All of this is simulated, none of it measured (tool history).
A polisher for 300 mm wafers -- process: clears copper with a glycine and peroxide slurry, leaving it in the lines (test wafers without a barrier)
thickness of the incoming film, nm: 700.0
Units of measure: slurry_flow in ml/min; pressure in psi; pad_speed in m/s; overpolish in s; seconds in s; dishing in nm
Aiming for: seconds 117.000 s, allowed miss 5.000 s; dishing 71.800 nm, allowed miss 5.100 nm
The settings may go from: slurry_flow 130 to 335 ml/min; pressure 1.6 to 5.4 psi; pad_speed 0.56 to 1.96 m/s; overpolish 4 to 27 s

run	hour	slurry_flow	pressure	pad_speed	overpolish	seconds	dishing
1	0.0	215	3.5	1.26	14	90.709	62.928
2	8.0	215	3.5	1.26	16	89.172	68.129
3	14.0	215	3.3	1.26	17	93.856	70.481
4	19.9	175	3.3	1.26	17	94.892	69.919
5	24.9	175	3.1	1.26	18	98.922	69.477
6	27.3	175	2.9	1.26	19	101.820	70.608
7	29.2	175	2.8	1.26	20	106.240	68.938
8	35.3	175	2.7	1.26	21	107.380	73.083

Which one of the following 4 next-run settings gets every result inside its allowed miss? There is exactly one.
A	41.4	160	2.9	1.24	22	?	?
B	41.4	220	2.7	1.28	21	?	?
C	41.4	175	3.0	1.32	21	?	?
D	41.4	165	2.6	1.20	24	?	?

move	seconds	dishing
A	107.880	71.978
B	105.470	70.765
C	98.684	73.472
D	118.380	71.679
A: gains on the last run, yet a result remains outside its allowed miss
B: lands further from the targets than the last run did
C: lands further from the targets than the last run did
D: all results land within tolerance of their targets
The move that meets every target is D.
